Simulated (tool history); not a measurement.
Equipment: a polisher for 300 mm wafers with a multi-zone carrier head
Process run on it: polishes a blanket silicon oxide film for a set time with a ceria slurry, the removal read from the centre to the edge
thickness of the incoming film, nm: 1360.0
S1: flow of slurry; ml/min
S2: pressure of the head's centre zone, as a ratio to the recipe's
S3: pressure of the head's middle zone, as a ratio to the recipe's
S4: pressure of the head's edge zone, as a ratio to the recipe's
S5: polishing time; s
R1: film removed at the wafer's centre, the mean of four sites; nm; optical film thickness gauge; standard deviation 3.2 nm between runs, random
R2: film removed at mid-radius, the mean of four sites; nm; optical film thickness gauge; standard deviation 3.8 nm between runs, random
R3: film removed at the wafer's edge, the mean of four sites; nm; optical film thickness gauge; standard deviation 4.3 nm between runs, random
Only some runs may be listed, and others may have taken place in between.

Run 1, hour 0: S1 210 ml/min, S2 1, S3 1, S4 1, S5 87 s. Result: R1 334.11 nm, R2 329.42 nm, R3 321.12 nm.
Run 2, hour 8.4: S1 210 ml/min, S2 1, S3 1.04, S4 1, S5 87 s. Result: R1 333.83 nm, R2 336.37 nm, R3 321.22 nm.
Run 3, hour 9.9: S1 180 ml/min, S2 1, S3 1.04, S4 1, S5 87 s. Result: R1 325.19 nm, R2 335.89 nm, R3 316.48 nm.
Run 4, hour 11.3: S1 200 ml/min, S2 1.05, S3 1.07, S4 1.04, S5 90 s. Result: R1 359.81 nm, R2 358.09 nm, R3 341.64 nm.
Run 5, hour 14.1: S1 220 ml/min, S2 1.09, S3 1.1, S4 1.07, S5 91 s. Result: R1 379.91 nm, R2 376.19 nm, R3 350.16 nm.
Run 6, hour 22.1: S1 220 ml/min, S2 1.14, S3 1.1, S4 1.07, S5 91 s. Result: R1 398.15 nm, R2 374.26 nm, R3 347.86 nm.
Run 7, hour 27.7: S1 235 ml/min, S2 1.16, S3 1.1, S4 1.1, S5 93 s. Result: R1 415.28 nm, R2 382.13 nm, R3 362.92 nm.

What does the tool deliver on the next run?
Run 8, hour 33.2: S1 245 ml/min, S2 1.17, S3 1.11, S4 1.12, S5 94 s. Result: R1 ?, R2 ?, R3 ?.

R1: 429.74 nm
R2: 389.65 nm
R3: 376.29 nm

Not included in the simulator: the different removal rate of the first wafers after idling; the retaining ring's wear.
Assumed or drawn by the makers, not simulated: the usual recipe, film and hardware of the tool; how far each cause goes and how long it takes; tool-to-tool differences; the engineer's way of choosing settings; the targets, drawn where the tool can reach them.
